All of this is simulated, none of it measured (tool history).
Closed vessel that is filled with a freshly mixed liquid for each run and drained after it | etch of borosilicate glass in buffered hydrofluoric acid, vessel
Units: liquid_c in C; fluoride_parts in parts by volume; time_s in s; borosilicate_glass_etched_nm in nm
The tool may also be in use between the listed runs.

Run 1, hour 0.0: liquid_c 23.0 C, fluoride_parts 8.5 parts by volume, time_s 35 s. Result: borosilicate_glass_etched_nm 53.133 nm.
Run 2, hour 9.0: liquid_c 25.0 C, fluoride_parts 8.5 parts by volume, time_s 35 s. Result: borosilicate_glass_etched_nm 60.255 nm.
Run 3, hour 15.3: liquid_c 25.0 C, fluoride_parts 8.5 parts by volume, time_s 35 s. Result: borosilicate_glass_etched_nm 58.583 nm.
Run 4, hour 21.9: liquid_c 25.0 C, fluoride_parts 8.5 parts by volume, time_s 30 s. Result: borosilicate_glass_etched_nm 50.758 nm.
Run 5, hour 30.5: liquid_c 23.0 C, fluoride_parts 9.0 parts by volume, time_s 30 s. Result: borosilicate_glass_etched_nm 42.821 nm.
Run 6, hour 36.2: liquid_c 23.0 C, fluoride_parts 9.0 parts by volume, time_s 30 s. Result: borosilicate_glass_etched_nm 42.498 nm.

The next listed run, before its measurement:
Run 7, hour 45.2: liquid_c 21.5 C, fluoride_parts 9.0 parts by volume, time_s 30 s. Result: borosilicate_glass_etched_nm ?.

borosilicate_glass_etched_nm: 39.824 nm

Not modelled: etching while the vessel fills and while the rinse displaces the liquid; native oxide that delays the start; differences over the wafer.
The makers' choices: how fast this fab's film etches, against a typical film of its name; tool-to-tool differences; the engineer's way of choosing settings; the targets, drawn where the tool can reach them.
